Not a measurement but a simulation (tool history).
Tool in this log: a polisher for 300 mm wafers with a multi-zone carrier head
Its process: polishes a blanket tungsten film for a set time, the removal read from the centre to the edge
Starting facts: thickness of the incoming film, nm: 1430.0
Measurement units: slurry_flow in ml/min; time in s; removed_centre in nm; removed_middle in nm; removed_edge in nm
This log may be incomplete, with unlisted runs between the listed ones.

Run 1, hour 0.0: slurry_flow 175 ml/min, centre_zone 1.00, middle_zone 1.00, edge_zone 1.00, slurry_solids 1.00, time 66 s. Result: removed_centre 254.54 nm, removed_middle 255.33 nm, removed_edge 260.30 nm.
Run 2, hour 6.4: slurry_flow 170 ml/min, centre_zone 0.99, middle_zone 0.98, edge_zone 0.98, slurry_solids 0.90, time 64 s. Result: removed_centre 234.17 nm, removed_middle 242.15 nm, removed_edge 238.14 nm.
Run 3, hour 7.0: slurry_flow 165 ml/min, centre_zone 0.99, middle_zone 0.96, edge_zone 0.99, slurry_solids 0.85, time 62 s. Result: removed_centre 223.97 nm, removed_middle 216.76 nm, removed_edge 228.21 nm.
Run 4, hour 12.7: slurry_flow 160 ml/min, centre_zone 0.98, middle_zone 0.94, edge_zone 0.97, slurry_solids 0.80, time 62 s. Result: removed_centre 217.45 nm, removed_middle 211.94 nm, removed_edge 227.41 nm.
Run 5, hour 17.4: slurry_flow 160 ml/min, centre_zone 0.98, middle_zone 0.94, edge_zone 0.96, slurry_solids 0.75, time 61 s. Result: removed_centre 204.58 nm, removed_middle 209.10 nm, removed_edge 211.59 nm.
Run 6, hour 22.4: slurry_flow 155 ml/min, centre_zone 0.98, middle_zone 0.92, edge_zone 0.95, slurry_solids 0.70, time 61 s. Result: removed_centre 205.42 nm, removed_middle 199.12 nm, removed_edge 214.00 nm.
Run 7, hour 23.6: slurry_flow 155 ml/min, centre_zone 0.98, middle_zone 0.91, edge_zone 0.94, slurry_solids 0.65, time 60 s. Result: removed_centre 196.03 nm, removed_middle 188.47 nm, removed_edge 200.17 nm.
Run 8, hour 28.6: slurry_flow 150 ml/min, centre_zone 0.98, middle_zone 0.90, edge_zone 0.93, slurry_solids 0.65, time 60 s. Result: removed_centre 197.56 nm, removed_middle 188.68 nm, removed_edge 199.69 nm.
Run 9, hour 37.4: slurry_flow 145 ml/min, centre_zone 0.97, middle_zone 0.89, edge_zone 0.92, slurry_solids 0.65, time 60 s. Result: removed_centre 193.69 nm, removed_middle 181.23 nm, removed_edge 195.58 nm.
Run 10, hour 45.0: slurry_flow 140 ml/min, centre_zone 0.96, middle_zone 0.89, edge_zone 0.91, slurry_solids 0.65, time 60 s. Result: removed_centre 188.33 nm, removed_middle 183.09 nm, removed_edge 195.74 nm.
Run 11, hour 50.1: slurry_flow 135 ml/min, centre_zone 0.96, middle_zone 0.88, edge_zone 0.90, slurry_solids 0.65, time 60 s. Result: removed_centre 187.30 nm, removed_middle 175.67 nm, removed_edge 193.50 nm.

Estimate the outcome of run 12 from the log above:
Run 12, hour 54.2: slurry_flow 135 ml/min, centre_zone 0.96, middle_zone 0.88, edge_zone 0.89, slurry_solids 0.65, time 60 s. Result: removed_centre ?, removed_middle ?, removed_edge ?.

{"run 12": {"removed_centre": 187.2, "removed_middle": 180.54, "removed_edge": 193.42}}

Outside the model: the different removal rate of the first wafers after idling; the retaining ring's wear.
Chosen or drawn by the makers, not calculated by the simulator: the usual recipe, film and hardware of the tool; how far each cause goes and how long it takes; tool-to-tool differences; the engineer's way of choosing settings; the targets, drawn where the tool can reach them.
